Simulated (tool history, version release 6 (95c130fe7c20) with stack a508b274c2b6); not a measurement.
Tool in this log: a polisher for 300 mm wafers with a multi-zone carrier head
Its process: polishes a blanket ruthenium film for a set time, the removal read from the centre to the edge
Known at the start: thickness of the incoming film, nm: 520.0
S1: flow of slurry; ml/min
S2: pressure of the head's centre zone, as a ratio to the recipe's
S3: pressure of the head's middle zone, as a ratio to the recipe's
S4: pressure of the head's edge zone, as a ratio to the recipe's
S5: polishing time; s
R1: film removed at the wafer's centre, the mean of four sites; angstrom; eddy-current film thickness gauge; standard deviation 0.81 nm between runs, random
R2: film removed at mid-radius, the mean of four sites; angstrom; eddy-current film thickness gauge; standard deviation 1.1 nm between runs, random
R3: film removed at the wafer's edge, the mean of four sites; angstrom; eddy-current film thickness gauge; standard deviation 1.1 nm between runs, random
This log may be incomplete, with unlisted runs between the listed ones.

run 1 hour=0 | S1=290 S2=1 S3=1 S4=1 S5=75 | R1=626.06 R2=622.28 R3=624.6
run 2 hour=1.6 | S1=295 S2=1.02 S3=1.03 S4=1.02 S5=79 | R1=655.17 R2=665.86 R3=653.24
run 3 hour=3 | S1=300 S2=1.03 S3=1.05 S4=1.02 S5=83 | R1=702.91 R2=717.31 R3=694.05
run 4 hour=9.5 | S1=260 S2=1.03 S3=1.05 S4=1.02 S5=83 | R1=700.16 R2=690.94 R3=665.39
run 5 hour=12.7 | S1=285 S2=1.05 S3=1.07 S4=1.02 S5=85 | R1=733.55 R2=719.8 R3=719.92
run 6 hour=19 | S1=275 S2=1.04 S3=1.09 S4=0.99 S5=88 | R1=745.04 R2=768.24 R3=707.08
run 7 hour=27.8 | S1=290 S2=1.06 S3=1.11 S4=0.99 S5=89 | R1=783.59 R2=795.14 R3=721.6

Run 8 has not been measured yet. What should we expect?
run 8 hour=30.6 | S1=305 S2=1.07 S3=1.12 S4=1 S5=90 | R1=? R2=? R3=?

For run 8 the tool returned R1 793.85 angstrom, R2 813.05 angstrom, R3 734.17 angstrom.
